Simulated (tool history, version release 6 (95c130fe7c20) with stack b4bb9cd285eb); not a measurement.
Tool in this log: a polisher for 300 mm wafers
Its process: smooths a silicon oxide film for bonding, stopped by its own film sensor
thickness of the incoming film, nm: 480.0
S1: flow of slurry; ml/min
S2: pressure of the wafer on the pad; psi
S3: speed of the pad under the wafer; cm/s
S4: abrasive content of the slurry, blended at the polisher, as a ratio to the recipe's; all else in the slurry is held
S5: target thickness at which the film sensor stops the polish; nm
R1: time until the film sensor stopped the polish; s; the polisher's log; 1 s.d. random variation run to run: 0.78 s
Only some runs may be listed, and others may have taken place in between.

run    day   S1   S2  S3   S4   S5       R1
  1  0.000  175  1.6  70  1.0  441  132.780
  2  0.038  175  1.6  82  1.0  441  121.890
  3  0.188  195  1.6  82  1.0  441  116.280
  4  0.254  195  1.6  82  1.0  441  117.540
     0.367  -- slurry blender recalibrated
  5  0.367  195  1.6  92  1.0  441   87.471
  6  0.446  195  1.7  92  1.0  441   80.385
  7  0.729  195  1.8  92  1.0  441   79.331
  8  1.017  195  1.9  92  1.0  441   73.460
  9  1.100  195  2.0  92  1.0  441   70.218

Run 10, settings as shown, results not yet in. Your forecast:
 10  1.271  195  2.5  96  1.0  441   ?

{"run 10": {"R1": 55.7}}
